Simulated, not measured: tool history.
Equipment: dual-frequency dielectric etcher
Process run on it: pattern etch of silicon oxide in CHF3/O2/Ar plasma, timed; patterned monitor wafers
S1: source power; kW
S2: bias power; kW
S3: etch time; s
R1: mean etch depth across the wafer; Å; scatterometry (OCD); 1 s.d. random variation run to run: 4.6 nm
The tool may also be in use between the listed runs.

| run | hour | S1 | S2 | S3 | R1 |
|---|---|---|---|---|---|
| 1 | 0 | 0.76 | 0.15 | 650 | 12817 |
| 2 | 4.8 | 0.76 | 0.15 | 650 | 12769 |
| 3 | 8.4 | 0.89 | 0.15 | 650 | 13902 |
| 4 | 10.2 | 0.98 | 0.15 | 650 | 14680 |
| 5 | 15.4 | 0.85 | 0.143 | 650 | 13481 |
| 6 | 20.3 | 0.85 | 0.143 | 680 | 14080 |
| 7 | 24.2 | 0.74 | 0.137 | 678.5 | 12722 |

Estimate the outcome of run 8 from the log above:
| 8 | 32.8 | 0.69 | 0.135 | 678 | ? |

Run 8 came out at R1 12182 Å.
